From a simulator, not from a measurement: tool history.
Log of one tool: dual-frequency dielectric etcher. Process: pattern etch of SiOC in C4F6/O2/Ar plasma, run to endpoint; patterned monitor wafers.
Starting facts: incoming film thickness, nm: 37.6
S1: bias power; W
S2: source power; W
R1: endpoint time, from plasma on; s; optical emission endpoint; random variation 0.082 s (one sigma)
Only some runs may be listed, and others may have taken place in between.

run 1 hour=0 | S1=608 S2=310 | R1=14.487
run 2 hour=7.8 | S1=521 S2=310 | R1=14.99
run 3 hour=12.2 | S1=521 S2=260 | R1=16.271
run 4 hour=18.6 | S1=521 S2=290 | R1=15.618
run 5 hour=25.6 | S1=566 S2=300 | R1=14.803
run 6 hour=34.1 | S1=518 S2=300 | R1=15.427
run 7 hour=41.8 | S1=566 S2=310 | R1=14.621
run 8 hour=43.7 | S1=604 S2=320 | R1=14.242
run 9 hour=46 | S1=635 S2=330 | R1=13.732

What does the tool deliver on the next run?
run 10 hour=50.1 | S1=662 S2=330 | R1=?

Run 10 gave R1 13.494 s.
